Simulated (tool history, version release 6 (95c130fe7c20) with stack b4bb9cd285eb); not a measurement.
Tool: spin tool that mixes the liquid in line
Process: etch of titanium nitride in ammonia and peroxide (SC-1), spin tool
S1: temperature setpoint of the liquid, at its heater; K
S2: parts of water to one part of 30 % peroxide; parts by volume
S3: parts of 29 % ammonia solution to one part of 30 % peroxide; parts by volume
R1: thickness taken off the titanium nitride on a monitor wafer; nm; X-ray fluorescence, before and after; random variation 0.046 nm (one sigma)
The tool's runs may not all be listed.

run 1 hour=0 | S1=324.15 S2=28 S3=0.65 time_under_the_liquid_(s)=70 | R1=2.1853
run 2 hour=3 | S1=326.65 S2=28 S3=0.65 time_under_the_liquid_(s)=70 | R1=2.5672
run 3 hour=10.6 | S1=320.65 S2=28 S3=0.65 time_under_the_liquid_(s)=70 | R1=1.7185
run 4 hour=19.1 | S1=324.15 S2=28 S3=0.65 time_under_the_liquid_(s)=70 | R1=2.1729
run 5 hour=21.1 | S1=329.65 S2=28 S3=0.65 time_under_the_liquid_(s)=70 | R1=3.1707
run 6 hour=29.3 | S1=329.65 S2=20.5 S3=0.65 time_under_the_liquid_(s)=70 | R1=3.7423

Run 7 comes next. What will it give?
run 7 hour=31 | S1=330.65 S2=20.5 S3=0.65 time_under_the_liquid_(s)=70 | R1=?

Run 7 gave R1 4.0433 nm.

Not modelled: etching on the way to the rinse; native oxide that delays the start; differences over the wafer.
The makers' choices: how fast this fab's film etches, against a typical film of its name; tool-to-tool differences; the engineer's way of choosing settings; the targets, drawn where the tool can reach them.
